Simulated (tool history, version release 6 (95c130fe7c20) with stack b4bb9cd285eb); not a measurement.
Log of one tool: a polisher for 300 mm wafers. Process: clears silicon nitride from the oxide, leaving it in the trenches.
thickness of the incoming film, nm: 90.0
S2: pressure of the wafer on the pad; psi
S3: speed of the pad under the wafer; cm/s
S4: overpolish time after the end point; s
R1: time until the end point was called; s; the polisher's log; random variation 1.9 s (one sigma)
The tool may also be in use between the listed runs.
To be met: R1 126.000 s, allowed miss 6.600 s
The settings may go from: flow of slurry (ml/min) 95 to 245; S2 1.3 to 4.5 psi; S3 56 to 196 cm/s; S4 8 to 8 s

run 1 day=0.000 | flow_of_slurry_(ml/min)=155 S2=2.9 S3=126 S4=8 | R1=63.669
run 2 day=0.258 | flow_of_slurry_(ml/min)=140 S2=2.9 S3=126 S4=8 | R1=64.461
run 3 day=0.329 | flow_of_slurry_(ml/min)=140 S2=2.9 S3=144 S4=8 | R1=57.523
run 4 day=0.412 | flow_of_slurry_(ml/min)=140 S2=2.9 S3=124 S4=8 | R1=68.409
run 5 day=0.608 | flow_of_slurry_(ml/min)=140 S2=2.9 S3=124 S4=8 | R1=66.694
run 6 day=0.754 | flow_of_slurry_(ml/min)=140 S2=2.9 S3=154 S4=8 | R1=53.462
run 7 day=0.858 | flow_of_slurry_(ml/min)=135 S2=2.6 S3=146 S4=8 | R1=61.075
run 8 day=1.221 | flow_of_slurry_(ml/min)=130 S2=2.3 S3=136 S4=8 | R1=72.522
run 9 day=1.275 | flow_of_slurry_(ml/min)=125 S2=2.1 S3=128 S4=8 | R1=86.334
run 10 day=1.342 | flow_of_slurry_(ml/min)=125 S2=1.9 S3=126 S4=8 | R1=97.339
run 11 day=1.408 | flow_of_slurry_(ml/min)=125 S2=1.8 S3=126 S4=8 | R1=97.624

Which of these 5 next moves meets every target?
run A day=1.475 | flow_of_slurry_(ml/min)=105 S2=1.4 S3=106 S4=8 | R1=?
run B day=1.475 | flow_of_slurry_(ml/min)=120 S2=2.2 S3=158 S4=8 | R1=?
run C day=1.475 | flow_of_slurry_(ml/min)=185 S2=1.3 S3=116 S4=8 | R1=?
run D day=1.475 | flow_of_slurry_(ml/min)=130 S2=1.5 S3=128 S4=8 | R1=?
run E day=1.475 | flow_of_slurry_(ml/min)=125 S2=1.7 S3=118 S4=8 | R1=?

move=A R1=144.130
move=B R1=68.451
move=C R1=124.150
move=D R1=109.120
move=E R1=108.880
A: takes the result that was furthest off past its target
B: further off than the last run
C: meets every target
D: nearer than the last run, and not there yet
E: nearer than the last run, and not there yet
The right move is C.
